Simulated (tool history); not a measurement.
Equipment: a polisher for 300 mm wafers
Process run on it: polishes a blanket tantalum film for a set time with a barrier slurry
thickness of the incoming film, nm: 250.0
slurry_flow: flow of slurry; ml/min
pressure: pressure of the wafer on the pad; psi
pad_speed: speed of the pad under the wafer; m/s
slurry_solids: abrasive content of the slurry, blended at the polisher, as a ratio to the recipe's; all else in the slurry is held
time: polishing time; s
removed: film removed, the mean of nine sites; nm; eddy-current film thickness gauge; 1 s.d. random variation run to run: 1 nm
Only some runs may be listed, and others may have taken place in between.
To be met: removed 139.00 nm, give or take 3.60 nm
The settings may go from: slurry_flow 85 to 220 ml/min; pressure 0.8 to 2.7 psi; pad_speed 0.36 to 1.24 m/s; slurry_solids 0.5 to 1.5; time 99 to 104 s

{"run": 1, "hour": 0.0, "slurry_flow": 140, "pressure": 1.7, "pad_speed": 0.8, "slurry_solids": 1.0, "time": 99, "removed": 112.07}
{"run": 2, "hour": 4.2, "slurry_flow": 140, "pressure": 2.0, "pad_speed": 0.8, "slurry_solids": 1.0, "time": 99, "removed": 132.23}
{"run": 3, "hour": 11.4, "slurry_flow": 150, "pressure": 2.0, "pad_speed": 0.8, "slurry_solids": 1.0, "time": 99, "removed": 130.73}
{"run": 4, "hour": 19.7, "slurry_flow": 150, "pressure": 1.6, "pad_speed": 0.8, "slurry_solids": 1.0, "time": 99, "removed": 107.96}
{"run": 5, "hour": 20.5, "slurry_flow": 155, "pressure": 1.6, "pad_speed": 0.8, "slurry_solids": 1.0, "time": 99, "removed": 107.64}
{"run": 6, "hour": 22.9, "slurry_flow": 155, "pressure": 1.6, "pad_speed": 0.8, "slurry_solids": 1.0, "time": 99, "removed": 106.82}
{"run": 7, "hour": 31.6, "slurry_flow": 155, "pressure": 1.7, "pad_speed": 0.8, "slurry_solids": 1.0, "time": 99, "removed": 113.52}
{"run": 8, "hour": 38.4, "slurry_flow": 160, "pressure": 1.9, "pad_speed": 0.8, "slurry_solids": 1.0, "time": 99, "removed": 127.4}
{"run": 9, "hour": 39.9, "slurry_flow": 160, "pressure": 1.9, "pad_speed": 0.8, "slurry_solids": 1.0, "time": 99, "removed": 125.45}
{"run": 10, "hour": 41.7, "slurry_flow": 160, "pressure": 2.0, "pad_speed": 0.8, "slurry_solids": 1.0, "time": 99, "removed": 133.74}
{"run": 11, "hour": 44.8, "slurry_flow": 165, "pressure": 2.0, "pad_speed": 0.8, "slurry_solids": 1.0, "time": 99, "removed": 131.59}

Below are 5 possible settings for the next run. Only one of them brings all results inside the allowed miss of their targets. Which is it?
{"run": "A", "hour": 47.9, "slurry_flow": 155, "pressure": 1.8, "pad_speed": 0.84, "slurry_solids": 0.9, "time": 101, "removed": "?"}
{"run": "B", "hour": 47.9, "slurry_flow": 175, "pressure": 1.9, "pad_speed": 0.72, "slurry_solids": 1.2, "time": 103, "removed": "?"}
{"run": "C", "hour": 47.9, "slurry_flow": 150, "pressure": 2.0, "pad_speed": 0.82, "slurry_solids": 1.0, "time": 103, "removed": "?"}
{"run": "D", "hour": 47.9, "slurry_flow": 185, "pressure": 2.0, "pad_speed": 0.74, "slurry_solids": 0.8, "time": 103, "removed": "?"}
{"run": "E", "hour": 47.9, "slurry_flow": 185, "pressure": 2.2, "pad_speed": 0.76, "slurry_solids": 1.1, "time": 101, "removed": "?"}

move=A removed=123.18
move=B removed=126.14
move=C removed=138.53
move=D removed=124.48
move=E removed=146.29
A: lands further from the targets than the last run did
B: lands further from the targets than the last run did
C: each result inside its tolerance
D: lands further from the targets than the last run did
E: moves the result that the last run missed by most past its target, out the other side
Move C is the one to make.
